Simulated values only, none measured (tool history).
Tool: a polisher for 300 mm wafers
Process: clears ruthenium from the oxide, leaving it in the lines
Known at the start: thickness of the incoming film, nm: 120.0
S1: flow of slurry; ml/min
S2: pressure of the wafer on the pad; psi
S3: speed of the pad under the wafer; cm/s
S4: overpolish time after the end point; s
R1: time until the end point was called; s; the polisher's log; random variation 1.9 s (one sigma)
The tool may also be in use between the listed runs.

run	day	S1	S2	S3	S4	R1
1	0.000	305	1.3	116	12	144.57
2	0.238	305	1.3	136	12	123.29
3	0.267	265	1.3	136	12	123.40
4	0.617	295	1.3	136	12	121.42
5	0.829	295	1.3	118	12	140.58
# day 0.950: slurry nozzle cleaned
6	0.950	295	1.2	118	12	144.81

Forecast run 7:
7	1.321	295	1.1	118	12	?

{"run 7": {"R1": 152.8}}
